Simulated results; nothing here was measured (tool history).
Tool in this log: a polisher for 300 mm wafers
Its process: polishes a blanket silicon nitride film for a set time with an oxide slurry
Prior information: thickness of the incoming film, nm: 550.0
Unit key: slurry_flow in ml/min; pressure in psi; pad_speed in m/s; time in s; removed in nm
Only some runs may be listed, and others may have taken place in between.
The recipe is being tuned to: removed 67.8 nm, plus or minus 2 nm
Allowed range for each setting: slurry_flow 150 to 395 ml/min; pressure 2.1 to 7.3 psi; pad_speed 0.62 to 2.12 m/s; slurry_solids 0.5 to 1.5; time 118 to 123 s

| run | hour | slurry_flow | pressure | pad_speed | slurry_solids | time | removed |
|---|---|---|---|---|---|---|---|
| 1 | 0 | 250 | 4.7 | 1.36 | 1 | 118 | 140.69 |
| 2 | 4.9 | 250 | 4.2 | 1.3 | 1 | 118 | 125.94 |
| 3 | 10.6 | 250 | 3.8 | 1.22 | 1 | 118 | 113.13 |
| 4 | 18.6 | 250 | 4.3 | 1.22 | 1 | 118 | 121.56 |
| 5 | 25.3 | 250 | 4.8 | 1.22 | 1 | 118 | 130.46 |
| 6 | 32 | 250 | 4.3 | 1.16 | 1 | 118 | 117.76 |
| 7 | 33.2 | 250 | 3.9 | 1.1 | 1 | 118 | 105.47 |
| 8 | 38.3 | 240 | 2.6 | 0.94 | 1 | 118 | 75.315 |

Exercise: of the 5 proposed moves below, exactly one satisfies all targets within the stated allowed misses. Which move is it?
| A | 43.4 | 150 | 2.5 | 1.16 | 0.75 | 122 | ? |
| B | 43.4 | 275 | 2.2 | 0.9 | 0.85 | 118 | ? |
| C | 43.4 | 260 | 2.7 | 0.86 | 0.95 | 123 | ? |
| D | 43.4 | 200 | 2.1 | 0.94 | 1.05 | 118 | ? |
| E | 43.4 | 225 | 2.9 | 0.84 | 0.95 | 123 | ? |

| move | removed |
|---|---|
| A | 72.102 |
| B | 63.83 |
| C | 74.348 |
| D | 69.112 |
| E | 74.319 |
A: an improvement on the last run, though not all results are within tolerance
B: pushes the last run's worst result past its target
C: an improvement on the last run, though not all results are within tolerance
D: every result lands within tolerance
E: an improvement on the last run, though not all results are within tolerance
Go with D: it meets all targets.
